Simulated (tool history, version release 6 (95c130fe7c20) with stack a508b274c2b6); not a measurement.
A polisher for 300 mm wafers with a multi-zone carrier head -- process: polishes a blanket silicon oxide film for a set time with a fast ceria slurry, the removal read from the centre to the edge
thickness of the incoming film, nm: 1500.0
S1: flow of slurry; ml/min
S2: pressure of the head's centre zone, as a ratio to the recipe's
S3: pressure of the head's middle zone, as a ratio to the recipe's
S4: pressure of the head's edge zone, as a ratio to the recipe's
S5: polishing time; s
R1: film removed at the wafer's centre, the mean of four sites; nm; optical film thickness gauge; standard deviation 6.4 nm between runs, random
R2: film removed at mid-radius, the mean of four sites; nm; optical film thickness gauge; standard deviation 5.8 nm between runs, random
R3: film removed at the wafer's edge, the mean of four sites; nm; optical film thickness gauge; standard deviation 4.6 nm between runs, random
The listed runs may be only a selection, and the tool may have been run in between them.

run,day,S1,S2,S3,S4,S5,R1,R2,R3
1,0,320,1,1,1,35,404.08,397.16,404.67
2,0.138,320,0.99,0.96,1.06,38,437.5,418.34,451.04
3,0.488,320,1.05,0.96,1.06,38,470.2,412.59,454.21
4,0.854,320,1.05,0.96,1.02,38,466.46,409.69,441.28
5,0.9,315,1.02,0.93,1.08,40,488.67,425.71,480.11
6,1.092,320,0.98,0.91,1.12,41,468.54,426.8,499.87

Run 7 comes next. What will it give?
7,1.383,320,0.97,0.9,1.14,42,?,?,?

R1: 485.96 nm
R2: 443.18 nm
R3: 512.15 nm

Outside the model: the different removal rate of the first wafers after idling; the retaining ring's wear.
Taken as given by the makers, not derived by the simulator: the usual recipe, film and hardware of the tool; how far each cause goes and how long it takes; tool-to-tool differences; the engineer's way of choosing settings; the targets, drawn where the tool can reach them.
